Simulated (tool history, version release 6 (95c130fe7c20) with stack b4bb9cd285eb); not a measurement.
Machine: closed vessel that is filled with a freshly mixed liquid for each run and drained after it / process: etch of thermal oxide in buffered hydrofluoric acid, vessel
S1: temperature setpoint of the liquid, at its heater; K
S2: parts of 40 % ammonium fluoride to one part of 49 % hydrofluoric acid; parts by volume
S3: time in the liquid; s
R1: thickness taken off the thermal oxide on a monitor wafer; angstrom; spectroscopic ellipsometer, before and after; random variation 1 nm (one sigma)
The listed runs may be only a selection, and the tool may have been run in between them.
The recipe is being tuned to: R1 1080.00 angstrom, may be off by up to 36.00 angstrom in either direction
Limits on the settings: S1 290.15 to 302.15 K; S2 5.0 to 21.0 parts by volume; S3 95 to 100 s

| run | day | S1 | S2 | S3 | R1 |
|---|---|---|---|---|---|
| 1 | 0.000 | 294.15 | 13.0 | 95 | 700.79 |
| 2 | 0.154 | 296.15 | 13.0 | 95 | 779.46 |
| 3 | 0.242 | 297.65 | 13.0 | 95 | 854.06 |
| 4 | 0.479 | 298.65 | 13.0 | 95 | 910.90 |
| 5 | 0.571 | 296.65 | 13.0 | 95 | 809.01 |
| 6 | 0.879 | 297.65 | 13.0 | 95 | 858.76 |
| 7 | 1.154 | 297.65 | 13.0 | 95 | 840.95 |
| 8 | 1.438 | 298.65 | 13.0 | 95 | 894.59 |
| 9 | 1.729 | 299.65 | 13.0 | 95 | 945.49 |
| 10 | 1.925 | 300.15 | 13.0 | 95 | 969.68 |
| 11 | 2.162 | 300.65 | 13.0 | 95 | 992.09 |

4 next moves are on the table. One of them brings every result within its allowed miss. Which?
| A | 2.400 | 298.65 | 12.0 | 95 | ? |
| B | 2.400 | 299.65 | 12.0 | 100 | ? |
| C | 2.400 | 300.15 | 10.5 | 95 | ? |
| D | 2.400 | 298.65 | 13.5 | 100 | ? |

| move | R1 |
|---|---|
| A | 967.73 |
| B | 1075.00 |
| C | 1194.80 |
| D | 907.78 |
A: its largest miss is bigger than the last run's
B: every result lands within tolerance
C: the result that was furthest off in the last run now lies on the other side of its target
D: its largest miss is bigger than the last run's
B is the move that brings every result within its allowed miss.

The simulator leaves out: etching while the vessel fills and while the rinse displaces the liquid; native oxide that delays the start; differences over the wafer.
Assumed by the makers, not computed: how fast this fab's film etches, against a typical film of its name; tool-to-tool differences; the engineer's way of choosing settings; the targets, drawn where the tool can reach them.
